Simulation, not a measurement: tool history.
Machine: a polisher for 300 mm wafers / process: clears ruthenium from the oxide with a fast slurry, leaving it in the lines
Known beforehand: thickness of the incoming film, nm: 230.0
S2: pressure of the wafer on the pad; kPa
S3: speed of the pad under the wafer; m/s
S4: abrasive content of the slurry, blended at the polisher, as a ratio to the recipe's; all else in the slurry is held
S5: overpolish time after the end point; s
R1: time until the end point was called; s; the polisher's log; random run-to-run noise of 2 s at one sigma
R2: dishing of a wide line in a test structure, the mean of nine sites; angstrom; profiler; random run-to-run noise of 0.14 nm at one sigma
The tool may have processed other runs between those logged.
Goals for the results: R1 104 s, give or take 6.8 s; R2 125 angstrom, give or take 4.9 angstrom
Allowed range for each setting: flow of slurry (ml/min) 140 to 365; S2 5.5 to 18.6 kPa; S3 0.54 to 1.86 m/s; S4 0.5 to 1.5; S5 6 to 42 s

{"run": 1, "hour": 0.0, "flow of slurry (ml/min)": 235, "S2": 11.7, "S3": 1.18, "S4": 1, "S5": 21, "R1": 97.886, "R2": 407.76}
{"run": 2, "hour": 6.0, "flow of slurry (ml/min)": 235, "S2": 14.5, "S3": 1.18, "S4": 1, "S5": 21, "R1": 80.711, "R2": 483.74}
{"run": 3, "hour": 10.6, "flow of slurry (ml/min)": 235, "S2": 12.4, "S3": 1.18, "S4": 1, "S5": 21, "R1": 95.314, "R2": 436.07}
{"run": 4, "hour": 15.9, "flow of slurry (ml/min)": 180, "S2": 12.4, "S3": 1.18, "S4": 1, "S5": 21, "R1": 96.934, "R2": 417.2}
{"run": 5, "hour": 23.3, "flow of slurry (ml/min)": 210, "S2": 12.4, "S3": 1.18, "S4": 1, "S5": 21, "R1": 96.659, "R2": 419.67}
{"run": 6, "hour": 27.3, "flow of slurry (ml/min)": 235, "S2": 12.4, "S3": 1.18, "S4": 1, "S5": 21, "R1": 92.059, "R2": 429.58}
{"run": 7, "hour": 33.5, "flow of slurry (ml/min)": 250, "S2": 11.7, "S3": 1.14, "S4": 1, "S5": 19, "R1": 104.28, "R2": 364.31}
{"run": 8, "hour": 42.4, "flow of slurry (ml/min)": 235, "S2": 11.7, "S3": 1.12, "S4": 0.95, "S5": 17, "R1": 106.86, "R2": 315.21}
{"run": 9, "hour": 44.0, "flow of slurry (ml/min)": 225, "S2": 12.4, "S3": 1.06, "S4": 0.9, "S5": 16, "R1": 111.27, "R2": 296.85}
{"run": 10, "hour": 47.4, "flow of slurry (ml/min)": 220, "S2": 12.4, "S3": 1.06, "S4": 0.85, "S5": 15, "R1": 110.96, "R2": 277.22}
{"run": 11, "hour": 53.2, "flow of slurry (ml/min)": 210, "S2": 12.4, "S3": 1.06, "S4": 0.8, "S5": 14, "R1": 117.79, "R2": 248.82}
{"run": 12, "hour": 56.3, "flow of slurry (ml/min)": 145, "S2": 13.1, "S3": 1.06, "S4": 0.55, "S5": 6, "R1": 130.59, "R2": 100.03}

Below are 5 possible settings for the next run. Only one of them brings all results inside the allowed miss of their targets. Which is it?
{"run": "A", "hour": 59.4, "flow of slurry (ml/min)": 250, "S2": 16.5, "S3": 1.14, "S4": 0.55, "S5": 6, "R1": "?", "R2": "?"}
{"run": "B", "hour": 59.4, "flow of slurry (ml/min)": 165, "S2": 15.2, "S3": 1.24, "S4": 0.6, "S5": 6, "R1": "?", "R2": "?"}
{"run": "C", "hour": 59.4, "flow of slurry (ml/min)": 150, "S2": 15.9, "S3": 1.1, "S4": 0.55, "S5": 6, "R1": "?", "R2": "?"}
{"run": "D", "hour": 59.4, "flow of slurry (ml/min)": 215, "S2": 13.1, "S3": 1.28, "S4": 0.8, "S5": 6, "R1": "?", "R2": "?"}
{"run": "E", "hour": 59.4, "flow of slurry (ml/min)": 165, "S2": 15.2, "S3": 1.22, "S4": 0.65, "S5": 6, "R1": "?", "R2": "?"}

move=A R1=90.358 R2=144.86
move=B R1=92.023 R2=142.37
move=C R1=103.52 R2=127.26
move=D R1=89.685 R2=145.89
move=E R1=90.753 R2=144.26
A: takes the biggest miss from the last run beyond its target
B: takes the biggest miss from the last run beyond its target
C: all results land within tolerance of their targets
D: takes the biggest miss from the last run beyond its target
E: takes the biggest miss from the last run beyond its target
So the answer is move C, the one that meets all the targets.
